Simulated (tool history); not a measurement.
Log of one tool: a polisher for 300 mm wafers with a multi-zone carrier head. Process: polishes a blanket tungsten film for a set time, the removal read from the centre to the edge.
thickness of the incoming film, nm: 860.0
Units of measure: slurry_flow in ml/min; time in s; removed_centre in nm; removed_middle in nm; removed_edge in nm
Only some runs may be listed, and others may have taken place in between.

run    day  slurry_flow  centre_zone  middle_zone  edge_zone  slurry_solids  time  removed_centre  removed_middle  removed_edge
  1      0          240            1            1          1              1    35          194.63          192.43        191.05
  2  0.025          240         0.97         1.01       0.98            0.9    34           178.1          183.91        182.45
  3  0.279          240         0.97         1.01       0.98           1.05    34          175.85          187.76        183.59
  4  0.358          240         0.93         1.01       0.98           1.05    34          175.17          191.49        187.85
  5   0.65          240         0.92         1.03       0.96              1    33           163.2          188.16        181.53
  6  0.712          240         0.92         1.03       0.96            1.1    33          174.64          188.33         181.6
  7  0.921          240         0.92         1.05       0.94           1.05    32          164.74          182.78        173.04
  8  0.954          240         0.91         1.07       0.92              1    31          152.98          179.67        160.93
  9  1.004          235          0.9         1.07       0.91           0.95    31          153.88          175.81        164.44
 10  1.038          240          0.9         1.09       0.91            0.9    30          142.37          173.15        154.63
 11  1.258          240          0.9         1.09        0.9           0.85    30          142.79          168.88        150.94
 12  1.483          240         0.89         1.09        0.9           0.85    30          139.45          170.64        151.81
 13  1.608          240         0.89         1.09       0.89           0.85    30          140.29          169.22        152.63

Forecast run 14:
 14  1.925          240         0.89          1.1       0.89           0.85    30               ?               ?             ?

{"run 14": {"removed_centre": 139.55, "removed_middle": 171.04, "removed_edge": 149.45}}

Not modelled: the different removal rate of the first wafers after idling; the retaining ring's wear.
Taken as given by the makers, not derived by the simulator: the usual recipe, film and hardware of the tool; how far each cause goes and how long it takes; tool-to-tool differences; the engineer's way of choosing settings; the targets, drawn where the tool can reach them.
